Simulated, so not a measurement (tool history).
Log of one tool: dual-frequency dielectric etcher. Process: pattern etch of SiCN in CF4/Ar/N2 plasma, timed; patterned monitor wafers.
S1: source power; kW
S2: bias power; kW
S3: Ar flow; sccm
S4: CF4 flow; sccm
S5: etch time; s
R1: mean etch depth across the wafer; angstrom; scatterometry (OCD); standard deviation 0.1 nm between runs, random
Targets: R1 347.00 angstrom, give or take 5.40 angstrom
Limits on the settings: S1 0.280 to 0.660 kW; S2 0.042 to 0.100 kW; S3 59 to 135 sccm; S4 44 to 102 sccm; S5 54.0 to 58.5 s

{"run": 1, "day": 0.0, "S1": 0.47, "S2": 0.071, "S3": 97, "S4": 73, "S5": 58.5, "R1": 523.53}
{"run": 2, "day": 0.083, "S1": 0.45, "S2": 0.07, "S3": 97, "S4": 73, "S5": 58.5, "R1": 501.03}
{"run": 3, "day": 0.442, "S1": 0.43, "S2": 0.069, "S3": 97, "S4": 73, "S5": 58.5, "R1": 472.4}
{"run": 4, "day": 0.688, "S1": 0.43, "S2": 0.069, "S3": 97, "S4": 73, "S5": 58.5, "R1": 472.0}
{"run": 5, "day": 0.779, "S1": 0.42, "S2": 0.069, "S3": 97, "S4": 73, "S5": 58.5, "R1": 462.4}
{"run": 6, "day": 1.154, "S1": 0.42, "S2": 0.069, "S3": 97, "S4": 68, "S5": 58.5, "R1": 457.06}
{"day": 1.421, "done": "source power generator calibrated"}
{"run": 7, "day": 1.421, "S1": 0.41, "S2": 0.069, "S3": 97, "S4": 68, "S5": 58.5, "R1": 458.7}
{"run": 8, "day": 1.771, "S1": 0.4, "S2": 0.068, "S3": 97, "S4": 68, "S5": 58.5, "R1": 443.51}

5 candidate next runs follow, results not yet known. Just one meets every target within its allowed miss. Identify it.
{"run": "A", "day": 2.121, "S1": 0.39, "S2": 0.068, "S3": 97, "S4": 68, "S5": 54.0, "R1": "?"}
{"run": "B", "day": 2.121, "S1": 0.34, "S2": 0.058, "S3": 108, "S4": 73, "S5": 55.5, "R1": "?"}
{"run": "C", "day": 2.121, "S1": 0.35, "S2": 0.066, "S3": 101, "S4": 68, "S5": 54.0, "R1": "?"}
{"run": "D", "day": 2.121, "S1": 0.38, "S2": 0.065, "S3": 91, "S4": 56, "S5": 57.5, "R1": "?"}
{"run": "E", "day": 2.121, "S1": 0.32, "S2": 0.054, "S3": 90, "S4": 68, "S5": 54.0, "R1": "?"}

move=A R1=399.06
move=B R1=328.08
move=C R1=349.27
move=D R1=394.44
move=E R1=294.80
A: closes in on the targets versus the last run, not all within tolerance yet
B: takes the biggest miss from the last run beyond its target
C: in spec on every target
D: closes in on the targets versus the last run, not all within tolerance yet
E: takes the biggest miss from the last run beyond its target
Go with C: it meets all targets.

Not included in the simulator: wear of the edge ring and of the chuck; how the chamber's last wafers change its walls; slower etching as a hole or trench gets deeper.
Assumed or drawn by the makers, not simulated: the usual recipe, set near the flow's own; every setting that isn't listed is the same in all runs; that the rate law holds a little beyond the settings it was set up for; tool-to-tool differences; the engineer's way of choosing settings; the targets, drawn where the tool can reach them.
